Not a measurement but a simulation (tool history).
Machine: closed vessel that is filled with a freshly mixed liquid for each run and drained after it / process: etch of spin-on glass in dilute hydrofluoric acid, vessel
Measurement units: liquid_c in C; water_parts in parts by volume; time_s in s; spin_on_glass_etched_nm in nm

run  hour  liquid_c  water_parts  time_s  spin_on_glass_etched_nm
  1     0        24          280     190                   14.976
  2   2.7      26.5          265     190                   17.631
  3  10.2        28          260     190                   18.805
  4  14.6        29          250     190                   20.457
  5  15.8        30          245     190                   22.016
  6  24.1        30          335     190                   14.426

Run 7 comes next. What will it give?
  7  26.3      30.5          305     190                        ?

spin_on_glass_etched_nm: 16.633 nm
